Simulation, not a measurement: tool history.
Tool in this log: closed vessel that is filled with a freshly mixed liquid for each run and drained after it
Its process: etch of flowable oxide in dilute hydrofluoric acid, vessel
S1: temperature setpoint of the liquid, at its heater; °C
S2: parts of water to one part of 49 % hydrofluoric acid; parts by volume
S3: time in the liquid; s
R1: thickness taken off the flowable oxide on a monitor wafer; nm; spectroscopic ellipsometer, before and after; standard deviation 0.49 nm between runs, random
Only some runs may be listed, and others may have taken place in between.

| run | hour | S1 | S2 | S3 | R1 |
|---|---|---|---|---|---|
| 1 | 0.0 | 24.0 | 65 | 95 | 94.997 |
| 2 | 4.8 | 24.0 | 65 | 95 | 96.645 |
| 3 | 13.1 | 27.0 | 65 | 95 | 107.750 |
| 4 | 15.8 | 24.5 | 65 | 95 | 98.611 |
| 5 | 24.7 | 21.5 | 65 | 95 | 87.238 |
| 6 | 27.8 | 21.5 | 65 | 100 | 90.166 |

For run 7, what comes out?
| 7 | 34.7 | 20.5 | 65 | 100 | ? |

Run 7 came out at R1 88.463 nm.

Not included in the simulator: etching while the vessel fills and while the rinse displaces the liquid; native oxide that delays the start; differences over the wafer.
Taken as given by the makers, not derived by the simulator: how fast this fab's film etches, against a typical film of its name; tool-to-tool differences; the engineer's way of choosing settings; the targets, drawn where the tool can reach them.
